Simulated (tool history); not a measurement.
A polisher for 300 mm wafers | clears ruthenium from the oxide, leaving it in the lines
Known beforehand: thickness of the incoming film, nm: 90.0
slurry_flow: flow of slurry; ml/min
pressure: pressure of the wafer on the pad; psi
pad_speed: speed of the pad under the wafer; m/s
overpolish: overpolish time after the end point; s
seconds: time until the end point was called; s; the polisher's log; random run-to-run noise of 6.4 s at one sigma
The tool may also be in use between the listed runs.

run 1 day=0 | slurry_flow=315 pressure=1.3 pad_speed=0.94 overpolish=23 | seconds=150.01
run 2 day=0.092 | slurry_flow=315 pressure=1.3 pad_speed=0.94 overpolish=25 | seconds=147
run 3 day=0.388 | slurry_flow=315 pressure=1.3 pad_speed=0.94 overpolish=25 | seconds=150.23
run 4 day=0.567 | slurry_flow=315 pressure=1.2 pad_speed=0.88 overpolish=25 | seconds=171.32
run 5 day=0.696 | slurry_flow=315 pressure=1.1 pad_speed=0.82 overpolish=25 | seconds=194.06
run 6 day=0.754 | slurry_flow=360 pressure=1.1 pad_speed=0.82 overpolish=25 | seconds=198.4
run 7 day=0.833 | slurry_flow=360 pressure=1 pad_speed=0.78 overpolish=25 | seconds=218.43
run 8 day=1.062 | slurry_flow=360 pressure=0.9 pad_speed=0.74 overpolish=25 | seconds=253.11
run 9 day=1.254 | slurry_flow=360 pressure=0.8 pad_speed=0.72 overpolish=25 | seconds=286.57
run 10 day=1.438 | slurry_flow=360 pressure=0.8 pad_speed=0.7 overpolish=25 | seconds=290.93

Run 11 has not been measured yet. What should we expect?
run 11 day=1.792 | slurry_flow=355 pressure=0.6 pad_speed=0.56 overpolish=25 | seconds=?

Run 11 measured seconds 469.29 s.

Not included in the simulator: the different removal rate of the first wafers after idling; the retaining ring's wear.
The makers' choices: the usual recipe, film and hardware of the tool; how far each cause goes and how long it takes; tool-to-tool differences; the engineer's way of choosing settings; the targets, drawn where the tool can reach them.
